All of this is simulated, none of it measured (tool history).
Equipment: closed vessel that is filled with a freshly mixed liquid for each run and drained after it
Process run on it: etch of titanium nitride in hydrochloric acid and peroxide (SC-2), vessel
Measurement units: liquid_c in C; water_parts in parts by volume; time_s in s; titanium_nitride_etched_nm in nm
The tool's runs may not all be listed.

| run | hour | liquid_c | water_parts | time_s | titanium_nitride_etched_nm |
|---|---|---|---|---|---|
| 1 | 0.0 | 47.0 | 5.5 | 425 | 12.554 |
| 2 | 7.2 | 48.5 | 5.5 | 425 | 13.892 |
| 3 | 8.1 | 50.0 | 5.5 | 425 | 15.609 |
| 4 | 11.9 | 51.0 | 5.5 | 425 | 16.540 |
| 5 | 18.9 | 51.0 | 4.5 | 425 | 19.122 |
| 6 | 27.8 | 51.0 | 4.0 | 425 | 21.042 |

Predict the results of run 7:
| 7 | 36.2 | 51.5 | 4.0 | 425 | ? |

Run 7 produced titanium_nitride_etched_nm 21.484 nm.
